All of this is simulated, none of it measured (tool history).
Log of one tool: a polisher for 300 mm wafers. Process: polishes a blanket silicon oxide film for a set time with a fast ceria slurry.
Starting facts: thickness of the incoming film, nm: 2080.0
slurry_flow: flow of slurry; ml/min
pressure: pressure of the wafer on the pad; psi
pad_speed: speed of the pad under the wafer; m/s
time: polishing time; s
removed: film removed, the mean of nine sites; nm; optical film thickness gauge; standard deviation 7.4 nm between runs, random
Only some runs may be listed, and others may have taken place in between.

run    day  slurry_flow  pressure  pad_speed  time  removed
  1      0          130       3.5       1.18    45   954.09
  2  0.042          125       3.2       1.18    45   873.04
  3  0.371          110       3.2       1.18    45   857.37
  4  0.575          135       3.2       1.18    45   891.23
  5  0.692          130         3       1.18    45   834.48
  6  0.875          130         3       1.38    45   955.63
  7  0.979          130       2.7       1.38    45   851.65

Run 8, settings as shown, results not yet in. Your forecast:
  8  1.321          130       2.5       1.38    45        ?

{"run 8": {"removed": 798.17}}
